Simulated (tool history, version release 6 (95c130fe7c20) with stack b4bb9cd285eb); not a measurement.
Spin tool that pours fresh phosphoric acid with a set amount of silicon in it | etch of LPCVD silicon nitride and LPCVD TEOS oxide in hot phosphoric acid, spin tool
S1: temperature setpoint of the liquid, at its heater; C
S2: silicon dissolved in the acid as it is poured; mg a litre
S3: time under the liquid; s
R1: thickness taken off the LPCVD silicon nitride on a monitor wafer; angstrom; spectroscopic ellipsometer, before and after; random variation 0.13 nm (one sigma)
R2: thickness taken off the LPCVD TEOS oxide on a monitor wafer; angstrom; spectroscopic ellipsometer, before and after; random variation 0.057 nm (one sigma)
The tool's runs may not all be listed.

run  hour     S1    S2   S3      R1      R2
  1     0    164    16  105  107.36  3.9011
  2   6.5    164    16  120  121.66   3.785
  3  15.3  164.5    15  130  135.54  4.8616
  4  15.8  164.5    15  175  180.83  6.3952
  5  17.7    165  16.5  175  186.05  5.7214
  6  20.9    167  16.5  175  195.82  8.5365

Run 7 comes next. What will it give?
  7  23.1  167  18  175   ?   ?

Run 7 gave R1 198.8 angstrom, R2 7.6807 angstrom.
